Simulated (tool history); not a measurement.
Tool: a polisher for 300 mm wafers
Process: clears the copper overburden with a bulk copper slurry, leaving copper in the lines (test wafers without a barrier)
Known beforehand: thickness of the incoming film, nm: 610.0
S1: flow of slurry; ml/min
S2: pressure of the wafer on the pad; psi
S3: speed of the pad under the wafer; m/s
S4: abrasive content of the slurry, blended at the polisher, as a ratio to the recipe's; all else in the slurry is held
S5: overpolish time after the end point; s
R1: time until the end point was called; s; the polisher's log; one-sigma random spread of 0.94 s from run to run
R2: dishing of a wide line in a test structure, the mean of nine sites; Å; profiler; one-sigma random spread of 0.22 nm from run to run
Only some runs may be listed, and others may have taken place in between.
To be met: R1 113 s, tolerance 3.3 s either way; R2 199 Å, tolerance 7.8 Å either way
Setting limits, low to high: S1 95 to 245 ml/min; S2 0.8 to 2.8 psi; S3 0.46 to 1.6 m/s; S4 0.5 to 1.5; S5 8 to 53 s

run,hour,S1,S2,S3,S4,S5,R1,R2
1,0,155,1.8,1.02,1,27,73.297,310.31
2,8.5,155,1.8,1.26,1,27,59.931,316.52
3,11.6,165,1.7,1.22,1.05,25,64.223,310.13
4,18,165,1.9,1.22,1.05,25,57.56,318.9
5,25.5,165,1.6,1.22,1.05,25,66.777,304.02
6,31,175,1.5,1.18,1.1,23,73.354,307.92
7,35.3,165,1.4,1.2,1.05,21,79.139,289.48
8,38.8,155,1.3,1.24,1,20,84.33,285.38
9,41.9,155,1.3,1.24,1,20,83.089,281.3
10,50.1,150,1.2,1.26,0.95,19,88.557,275.38
11,54.8,105,0.8,1.48,0.7,8,129.11,168.89
12,59.5,110,0.8,1.48,0.7,8,129.07,165.91
13,61,115,0.8,1.48,0.7,8,126.3,165.93
14,61.9,120,0.8,1.46,0.7,8,127.48,169.43
15,65,125,0.8,1.46,0.7,8,123.73,169.43
16,68.6,135,0.8,1.42,0.8,10,122.64,191.75
17,75.7,140,0.8,1.42,0.8,10,123.45,190.33
18,79.6,145,0.8,1.42,0.8,10,121.19,195.08
19,84,160,0.8,1.42,0.8,10,118.97,196.18
20,85.7,185,0.9,1.42,0.8,12,105.81,230.19
21,92,180,0.9,1.42,0.8,12,104.93,232.97
22,93.9,175,0.9,1.42,0.8,12,104.67,225.82
23,102.4,170,0.9,1.42,0.8,12,105.26,225.96
24,104.8,165,0.9,1.42,0.8,12,107.14,231.64
25,110,160,0.9,1.42,0.8,12,106.57,230.77
26,114.5,155,0.9,1.42,0.8,12,108.99,226.26

Of the 5 settings listed for the next run, only one would bring every result within its allowed miss of target. Which one?
A,119,145,1,1.26,0.75,9,?,?
B,119,145,1,1.16,0.8,8,?,?
C,119,165,1.1,1.12,0.7,11,?,?
D,119,225,1,1.14,0.85,17,?,?
E,119,180,1.1,1.12,0.65,8,?,?

move,R1,R2
A,113.52,195.77
B,121.59,176.62
C,115.01,216.64
D,114.16,250.96
E,114.91,184
A: in spec on every target
B: takes the biggest miss from the last run beyond its target
C: nearer the targets than the last run, but a result is still out of spec
D: misses by more than the last run did
E: takes the biggest miss from the last run beyond its target
Go with A: it meets all targets.
